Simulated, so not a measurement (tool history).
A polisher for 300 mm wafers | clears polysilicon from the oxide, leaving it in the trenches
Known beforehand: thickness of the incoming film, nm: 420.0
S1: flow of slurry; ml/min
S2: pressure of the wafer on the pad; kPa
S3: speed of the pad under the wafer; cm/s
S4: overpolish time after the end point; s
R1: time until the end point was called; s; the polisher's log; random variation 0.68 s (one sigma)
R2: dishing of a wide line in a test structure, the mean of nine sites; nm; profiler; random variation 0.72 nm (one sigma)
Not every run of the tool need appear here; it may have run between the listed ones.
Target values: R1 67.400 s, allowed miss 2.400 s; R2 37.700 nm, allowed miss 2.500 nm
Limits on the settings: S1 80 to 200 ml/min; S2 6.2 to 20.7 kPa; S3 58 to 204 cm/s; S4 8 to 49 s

run,hour,S1,S2,S3,S4,R1,R2
1,0.0,130,13.1,130,25,35.929,38.492
2,8.8,130,12.4,128,25,38.152,38.835
3,13.2,130,12.4,100,25,48.931,40.336
4,21.9,130,12.4,100,34,48.121,38.988
5,30.7,130,12.4,100,42,49.320,38.577
6,33.0,130,14.5,100,42,43.333,39.911
7,41.5,130,13.8,100,41,45.589,39.186
8,46.4,130,13.1,100,41,46.731,40.325
9,52.1,125,12.4,100,39,49.078,39.765
10,55.2,130,11.7,100,39,50.574,38.392
11,59.8,125,11.0,100,38,52.956,40.199
12,65.3,125,11.0,100,38,53.423,38.915
13,72.2,125,10.3,100,38,54.027,39.714
14,80.2,105,8.3,82,29,80.087,39.095
# hour 81.3: slurry nozzle cleaned
15,81.3,140,9.7,82,17,58.499,38.132
16,83.2,135,9.7,82,16,57.970,35.753
17,84.5,130,9.7,82,17,58.775,37.136

Of the 5 settings listed for the next run, only one would bring every result within its allowed miss of target. Which one?
A,85.8,140,10.3,86,17,?,?
B,85.8,125,10.3,74,20,?,?
C,85.8,115,7.6,92,20,?,?
D,85.8,150,9.0,72,21,?,?
E,85.8,135,7.6,90,18,?,?

move,R1,R2
A,53.241,38.406
B,62.936,38.376
C,62.124,38.456
D,67.633,38.229
E,61.165,37.864
A: misses by more than the last run did
B: closer than the last run, but not yet in spec
C: closer than the last run, but not yet in spec
D: in spec on every target
E: closer than the last run, but not yet in spec
D meets every target.
